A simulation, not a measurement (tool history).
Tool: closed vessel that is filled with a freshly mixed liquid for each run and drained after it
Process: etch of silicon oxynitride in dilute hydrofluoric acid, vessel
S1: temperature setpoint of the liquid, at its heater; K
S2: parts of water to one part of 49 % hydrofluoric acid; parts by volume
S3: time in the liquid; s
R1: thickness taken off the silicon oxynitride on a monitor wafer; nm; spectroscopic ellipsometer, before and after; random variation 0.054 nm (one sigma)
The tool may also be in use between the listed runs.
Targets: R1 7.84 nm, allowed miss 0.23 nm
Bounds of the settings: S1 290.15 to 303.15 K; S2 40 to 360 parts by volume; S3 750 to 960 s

run,day,S1,S2,S3,R1
1,0,295.15,200,960,11.095
2,0.162,294.15,205,960,10.357
3,0.438,294.15,205,960,10.31
4,0.829,293.15,210,960,9.4803
5,1.196,293.15,210,750,7.4444
6,1.596,295.65,210,750,8.2962
7,1.921,295.65,210,750,8.3658
8,2.175,295.15,210,750,8.1492

5 next moves are on the table. One of them brings every result within its allowed miss. Which?
A,2.429,297.15,245,790,?
B,2.429,298.15,235,780,?
C,2.429,294.15,210,820,?
D,2.429,292.15,210,785,?
E,2.429,294.65,205,780,?

move,R1
A,7.853
B,8.5
C,8.5613
D,7.4867
E,8.562
A: meets every target
B: further off than the last run
C: further off than the last run
D: takes the result that was furthest off past its target
E: further off than the last run
The right move is A.

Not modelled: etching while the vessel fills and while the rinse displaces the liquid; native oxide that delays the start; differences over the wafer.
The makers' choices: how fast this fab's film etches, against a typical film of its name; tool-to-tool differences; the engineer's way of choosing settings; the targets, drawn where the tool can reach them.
